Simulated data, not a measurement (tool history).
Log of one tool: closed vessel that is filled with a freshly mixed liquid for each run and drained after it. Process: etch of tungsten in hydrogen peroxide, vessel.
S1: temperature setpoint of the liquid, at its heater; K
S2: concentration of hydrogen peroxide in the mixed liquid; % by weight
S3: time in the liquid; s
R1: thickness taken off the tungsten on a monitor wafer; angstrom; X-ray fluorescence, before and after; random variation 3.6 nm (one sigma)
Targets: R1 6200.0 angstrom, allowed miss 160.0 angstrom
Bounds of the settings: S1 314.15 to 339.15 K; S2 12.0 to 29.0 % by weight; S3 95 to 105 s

run 1 hour=0.0 | S1=330.15 S2=19.5 S3=95 | R1=3066.7
run 2 hour=6.2 | S1=323.15 S2=19.5 S3=95 | R1=2016.9
run 3 hour=9.0 | S1=323.15 S2=17.0 S3=95 | R1=1868.5
run 4 hour=15.1 | S1=323.15 S2=17.0 S3=105 | R1=2083.6
run 5 hour=19.6 | S1=323.15 S2=17.0 S3=105 | R1=2083.4
run 6 hour=22.9 | S1=323.15 S2=17.0 S3=95 | R1=1886.8
run 7 hour=26.1 | S1=328.65 S2=19.5 S3=95 | R1=2777.1
run 8 hour=30.0 | S1=332.15 S2=21.5 S3=95 | R1=3625.5
-- hour=38.1 thermometer replaced
run 9 hour=38.1 | S1=334.65 S2=23.0 S3=95 | R1=4864.9

Which of these 5 next moves meets every target?
run A hour=46.2 | S1=337.65 S2=24.5 S3=105 | R1=?
run B hour=46.2 | S1=336.65 S2=24.0 S3=100 | R1=?
run C hour=46.2 | S1=338.15 S2=24.0 S3=105 | R1=?
run D hour=46.2 | S1=337.15 S2=26.0 S3=105 | R1=?
run E hour=46.2 | S1=336.65 S2=24.0 S3=105 | R1=?

move=A R1=6554.6
move=B R1=5841.1
move=C R1=6671.2
move=D R1=6565.6
move=E R1=6133.1
A: takes the result that was furthest off past its target
B: nearer than the last run, and not there yet
C: takes the result that was furthest off past its target
D: takes the result that was furthest off past its target
E: meets every target
Move E is the one to make.
